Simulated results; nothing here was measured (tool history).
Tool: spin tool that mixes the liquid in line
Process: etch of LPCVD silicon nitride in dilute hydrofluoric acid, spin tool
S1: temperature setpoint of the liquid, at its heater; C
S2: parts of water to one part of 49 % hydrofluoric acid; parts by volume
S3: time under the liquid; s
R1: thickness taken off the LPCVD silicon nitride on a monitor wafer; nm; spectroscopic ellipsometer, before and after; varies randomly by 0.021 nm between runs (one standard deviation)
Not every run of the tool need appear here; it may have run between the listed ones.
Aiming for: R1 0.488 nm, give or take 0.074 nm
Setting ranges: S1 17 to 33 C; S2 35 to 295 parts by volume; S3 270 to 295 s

| run | hour | S1 | S2 | S3 | R1 |
|---|---|---|---|---|---|
| 1 | 0 | 25 | 165 | 270 | 0.85116 |
| 2 | 3.2 | 24.5 | 175 | 270 | 0.74442 |
| 3 | 8.1 | 21.5 | 175 | 270 | 0.70873 |
| 4 | 11.4 | 21.5 | 175 | 295 | 0.75084 |
| 5 | 16.9 | 21.5 | 185 | 290 | 0.70374 |
| 6 | 25.3 | 21.5 | 190 | 285 | 0.61941 |
| 7 | 33.7 | 21.5 | 195 | 285 | 0.67056 |
| 8 | 39.3 | 21 | 205 | 280 | 0.53276 |

Which one of the following 4 next-run settings gets every result inside its allowed miss? There is exactly one.
| A | 44.9 | 20.5 | 230 | 285 | ? |
| B | 44.9 | 20.5 | 285 | 270 | ? |
| C | 44.9 | 21.5 | 170 | 270 | ? |
| D | 44.9 | 25 | 215 | 285 | ? |

| move | R1 |
|---|---|
| A | 0.48252 |
| B | 0.3712 |
| C | 0.65526 |
| D | 0.68606 |
A: every result within its allowed miss
B: takes the biggest miss from the last run beyond its target
C: further off than the last run
D: further off than the last run
Move A is the one to make.
